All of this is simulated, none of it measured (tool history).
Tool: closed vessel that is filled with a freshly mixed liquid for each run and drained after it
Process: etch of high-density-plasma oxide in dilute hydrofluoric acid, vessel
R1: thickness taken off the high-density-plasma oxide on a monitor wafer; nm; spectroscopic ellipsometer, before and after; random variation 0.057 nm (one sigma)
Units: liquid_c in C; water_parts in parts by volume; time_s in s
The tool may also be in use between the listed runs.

run 1 hour=0.0 | liquid_c=24.0 water_parts=155 time_s=220 | R1=9.9069
run 2 hour=2.0 | liquid_c=24.0 water_parts=210 time_s=220 | R1=7.0147
run 3 hour=5.4 | liquid_c=24.0 water_parts=160 time_s=220 | R1=9.6927
run 4 hour=11.7 | liquid_c=23.0 water_parts=165 time_s=220 | R1=8.8531
run 5 hour=18.5 | liquid_c=22.0 water_parts=170 time_s=220 | R1=8.3728
run 6 hour=26.1 | liquid_c=21.0 water_parts=175 time_s=220 | R1=7.6473
run 7 hour=35.2 | liquid_c=20.5 water_parts=180 time_s=220 | R1=7.3247
run 8 hour=43.3 | liquid_c=20.5 water_parts=180 time_s=220 | R1=7.2493
run 9 hour=46.8 | liquid_c=20.0 water_parts=180 time_s=220 | R1=7.1651
run 10 hour=55.2 | liquid_c=19.5 water_parts=185 time_s=220 | R1=6.9156

The next listed run, before its measurement:
run 11 hour=57.6 | liquid_c=19.0 water_parts=190 time_s=220 | R1=?

R1: 6.5150 nm
